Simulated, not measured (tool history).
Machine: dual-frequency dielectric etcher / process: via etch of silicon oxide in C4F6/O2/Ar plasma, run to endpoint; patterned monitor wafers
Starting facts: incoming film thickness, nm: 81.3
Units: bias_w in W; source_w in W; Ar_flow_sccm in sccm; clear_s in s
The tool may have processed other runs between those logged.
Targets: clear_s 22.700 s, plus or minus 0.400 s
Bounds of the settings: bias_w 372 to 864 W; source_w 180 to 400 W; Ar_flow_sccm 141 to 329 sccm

{"run": 1, "day": 0.0, "bias_w": 618, "source_w": 290, "Ar_flow_sccm": 235, "clear_s": 20.077}
{"run": 2, "day": 0.329, "bias_w": 618, "source_w": 340, "Ar_flow_sccm": 235, "clear_s": 18.66}
{"run": 3, "day": 0.588, "bias_w": 618, "source_w": 360, "Ar_flow_sccm": 235, "clear_s": 18.398}
{"run": 4, "day": 0.933, "bias_w": 576, "source_w": 350, "Ar_flow_sccm": 237, "clear_s": 18.774}
{"run": 5, "day": 1.146, "bias_w": 546, "source_w": 330, "Ar_flow_sccm": 240, "clear_s": 19.672}
{"run": 6, "day": 1.258, "bias_w": 448, "source_w": 330, "Ar_flow_sccm": 240, "clear_s": 20.81}
{"run": 7, "day": 1.467, "bias_w": 448, "source_w": 330, "Ar_flow_sccm": 240, "clear_s": 20.749}
{"run": 8, "day": 1.662, "bias_w": 372, "source_w": 290, "Ar_flow_sccm": 249, "clear_s": 23.086}
{"run": 9, "day": 1.771, "bias_w": 377, "source_w": 290, "Ar_flow_sccm": 249, "clear_s": 23.243}

Which one of the following 4 next-run settings gets every result inside its allowed miss? There is exactly one.
{"run": "A", "day": 1.879, "bias_w": 372, "source_w": 280, "Ar_flow_sccm": 249, "clear_s": "?"}
{"run": "B", "day": 1.879, "bias_w": 392, "source_w": 300, "Ar_flow_sccm": 261, "clear_s": "?"}
{"run": "C", "day": 1.879, "bias_w": 410, "source_w": 270, "Ar_flow_sccm": 278, "clear_s": "?"}
{"run": "D", "day": 1.879, "bias_w": 378, "source_w": 280, "Ar_flow_sccm": 264, "clear_s": "?"}

move=A clear_s=23.647
move=B clear_s=22.703
move=C clear_s=23.734
move=D clear_s=23.694
A: moves away from the targets compared with the last run
B: each result inside its tolerance
C: moves away from the targets compared with the last run
D: moves away from the targets compared with the last run
Answer: B

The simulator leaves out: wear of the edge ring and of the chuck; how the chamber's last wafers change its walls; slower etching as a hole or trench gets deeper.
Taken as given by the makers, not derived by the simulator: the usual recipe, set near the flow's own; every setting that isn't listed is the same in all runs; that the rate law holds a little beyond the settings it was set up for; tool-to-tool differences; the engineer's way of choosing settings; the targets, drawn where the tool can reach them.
